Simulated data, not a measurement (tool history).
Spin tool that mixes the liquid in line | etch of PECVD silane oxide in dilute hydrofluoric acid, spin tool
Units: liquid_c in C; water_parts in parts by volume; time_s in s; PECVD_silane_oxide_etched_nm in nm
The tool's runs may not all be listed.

run,day,liquid_c,water_parts,time_s,PECVD_silane_oxide_etched_nm
1,0.000,22,285,270,11.3810
2,0.104,21,295,270,10.4960
3,0.354,21,295,295,11.4520
4,0.608,18,295,295,10.2980
5,0.654,18,310,295,9.6140
6,0.875,18,275,295,11.1670
7,0.942,18,295,295,10.2290

Forecast run 8:
8,1.050,18,310,295,?

{"run 8": {"PECVD_silane_oxide_etched_nm": 9.6689}}
